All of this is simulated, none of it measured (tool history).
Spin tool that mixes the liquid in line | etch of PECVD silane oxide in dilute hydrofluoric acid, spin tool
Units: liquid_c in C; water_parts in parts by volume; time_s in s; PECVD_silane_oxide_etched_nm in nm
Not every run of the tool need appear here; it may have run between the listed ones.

| run | hour | liquid_c | water_parts | time_s | PECVD_silane_oxide_etched_nm |
|---|---|---|---|---|---|
| 1 | 0 | 23 | 230 | 35 | 4.0312 |
| 2 | 6.3 | 23 | 305 | 35 | 2.7822 |
| 3 | 14.2 | 22.5 | 305 | 35 | 2.7846 |
| 4 | 15.8 | 22.5 | 305 | 35 | 2.7615 |
| 5 | 21.1 | 19 | 305 | 35 | 2.4559 |
| 6 | 29.2 | 19 | 360 | 35 | 1.957 |
| 7 | 35.4 | 21.5 | 355 | 35 | 2.1846 |

For run 8, what comes out?
| 8 | 43.4 | 23 | 355 | 35 | ? |

{"run 8": {"PECVD_silane_oxide_etched_nm": 2.3058}}
